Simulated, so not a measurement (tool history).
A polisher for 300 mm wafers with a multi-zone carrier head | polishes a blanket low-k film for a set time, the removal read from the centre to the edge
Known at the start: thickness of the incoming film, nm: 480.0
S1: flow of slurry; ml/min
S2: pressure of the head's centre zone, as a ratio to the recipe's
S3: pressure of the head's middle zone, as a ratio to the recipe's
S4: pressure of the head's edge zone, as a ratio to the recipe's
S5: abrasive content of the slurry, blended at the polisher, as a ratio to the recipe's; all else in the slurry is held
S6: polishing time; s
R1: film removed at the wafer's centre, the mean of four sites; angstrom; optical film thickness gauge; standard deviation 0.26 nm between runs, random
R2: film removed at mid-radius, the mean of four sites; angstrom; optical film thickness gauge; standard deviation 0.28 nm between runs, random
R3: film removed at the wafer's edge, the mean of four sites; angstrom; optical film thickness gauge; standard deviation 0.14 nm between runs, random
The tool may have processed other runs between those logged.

| run | day | S1 | S2 | S3 | S4 | S5 | S6 | R1 | R2 | R3 |
|---|---|---|---|---|---|---|---|---|---|---|
| 1 | 0 | 235 | 1 | 1 | 1 | 1 | 65 | 296.31 | 285.04 | 283.5 |
| 2 | 0.308 | 235 | 0.96 | 1 | 1 | 1 | 65 | 283.34 | 289.22 | 281.79 |
| 3 | 0.633 | 235 | 1.03 | 1 | 1 | 1 | 65 | 307.21 | 286.32 | 282.66 |
| 4 | 0.996 | 235 | 1.03 | 1 | 1.03 | 1 | 65 | 298.83 | 294.58 | 290.59 |
|  | 1.304 | edge zone pressure recalibrated |
| 5 | 1.304 | 230 | 1.01 | 0.99 | 1.02 | 0.95 | 65 | 296.07 | 286.92 | 287.66 |
| 6 | 1.454 | 230 | 0.99 | 0.98 | 1.01 | 0.9 | 64 | 276.98 | 264.01 | 276.72 |
| 7 | 1.608 | 230 | 0.97 | 0.99 | 1 | 0.85 | 64 | 261.68 | 262.87 | 269.74 |
| 8 | 1.954 | 230 | 0.96 | 0.99 | 0.98 | 0.85 | 64 | 264.51 | 262.5 | 269.15 |
| 9 | 2.029 | 230 | 0.95 | 0.99 | 0.97 | 0.8 | 64 | 247.65 | 253.14 | 258.17 |
| 10 | 2.133 | 230 | 0.94 | 0.99 | 0.96 | 0.8 | 64 | 245.51 | 259.93 | 260.27 |
| 11 | 2.5 | 230 | 0.94 | 0.98 | 0.95 | 0.8 | 64 | 246.71 | 252.31 | 256.62 |

Run 12, settings as shown, results not yet in. Your forecast:
| 12 | 2.658 | 195 | 0.84 | 0.91 | 0.85 | 0.7 | 64 | ? | ? | ? |

R1: 199.45 angstrom
R2: 215.68 angstrom
R3: 228.33 angstrom
